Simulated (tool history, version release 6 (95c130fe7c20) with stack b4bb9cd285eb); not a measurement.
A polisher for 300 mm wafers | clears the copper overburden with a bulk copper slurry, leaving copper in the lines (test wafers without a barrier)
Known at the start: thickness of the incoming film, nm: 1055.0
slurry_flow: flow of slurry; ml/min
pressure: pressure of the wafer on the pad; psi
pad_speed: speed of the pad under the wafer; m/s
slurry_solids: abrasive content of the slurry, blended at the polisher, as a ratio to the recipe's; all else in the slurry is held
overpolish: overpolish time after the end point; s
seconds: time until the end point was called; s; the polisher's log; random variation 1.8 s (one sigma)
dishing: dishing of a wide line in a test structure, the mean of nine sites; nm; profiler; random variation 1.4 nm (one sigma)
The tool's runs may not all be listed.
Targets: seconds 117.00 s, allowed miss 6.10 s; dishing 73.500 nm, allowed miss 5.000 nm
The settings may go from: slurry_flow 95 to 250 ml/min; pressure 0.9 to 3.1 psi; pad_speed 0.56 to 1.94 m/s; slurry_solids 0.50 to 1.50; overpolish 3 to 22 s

Run 1, hour 0.0: slurry_flow 160 ml/min, pressure 2.0 psi, pad_speed 1.24 m/s, slurry_solids 1.00, overpolish 11 s. Result: seconds 154.03 s, dishing 43.852 nm.
Run 2, hour 6.9: slurry_flow 160 ml/min, pressure 2.0 psi, pad_speed 1.24 m/s, slurry_solids 0.85, overpolish 11 s. Result: seconds 158.48 s, dishing 43.237 nm.
Run 3, hour 8.7: slurry_flow 160 ml/min, pressure 2.0 psi, pad_speed 1.24 m/s, slurry_solids 1.05, overpolish 11 s. Result: seconds 151.88 s, dishing 45.087 nm.
Run 4, hour 17.7: slurry_flow 195 ml/min, pressure 2.0 psi, pad_speed 1.24 m/s, slurry_solids 1.05, overpolish 11 s. Result: seconds 151.53 s, dishing 47.296 nm.
Run 5, hour 21.1: slurry_flow 195 ml/min, pressure 2.0 psi, pad_speed 0.92 m/s, slurry_solids 1.05, overpolish 11 s. Result: seconds 200.04 s, dishing 37.304 nm.
Run 6, hour 23.2: slurry_flow 195 ml/min, pressure 2.1 psi, pad_speed 0.92 m/s, slurry_solids 1.05, overpolish 11 s. Result: seconds 190.29 s, dishing 38.334 nm.
At hour 24.6: slurry blender recalibrated.
Run 7, hour 24.6: slurry_flow 195 ml/min, pressure 2.2 psi, pad_speed 0.94 m/s, slurry_solids 1.05, overpolish 12 s. Result: seconds 171.74 s, dishing 45.512 nm.
Run 8, hour 29.8: slurry_flow 195 ml/min, pressure 2.8 psi, pad_speed 0.96 m/s, slurry_solids 1.05, overpolish 14 s. Result: seconds 133.08 s, dishing 61.918 nm.
Run 9, hour 38.0: slurry_flow 195 ml/min, pressure 2.8 psi, pad_speed 0.96 m/s, slurry_solids 1.05, overpolish 14 s. Result: seconds 132.85 s, dishing 62.161 nm.

Which of these 4 next moves meets every target?
Run A, hour 46.2: slurry_flow 160 ml/min, pressure 2.8 psi, pad_speed 1.28 m/s, slurry_solids 1.15, overpolish 11 s. Result: seconds ?, dishing ?.
Run B, hour 46.2: slurry_flow 180 ml/min, pressure 2.7 psi, pad_speed 0.98 m/s, slurry_solids 0.95, overpolish 14 s. Result: seconds ?, dishing ?.
Run C, hour 46.2: slurry_flow 185 ml/min, pressure 3.1 psi, pad_speed 0.96 m/s, slurry_solids 1.15, overpolish 16 s. Result: seconds ?, dishing ?.
Run D, hour 46.2: slurry_flow 175 ml/min, pressure 3.1 psi, pad_speed 1.12 m/s, slurry_solids 1.05, overpolish 12 s. Result: seconds ?, dishing ?.

move  seconds  dishing
   A   103.12   63.886
   B   138.48   61.423
   C   119.36   74.655
   D   106.12   66.955
A: takes the result that was furthest off past its target
B: further off than the last run
C: meets every target
D: takes the result that was furthest off past its target
The right move is C.
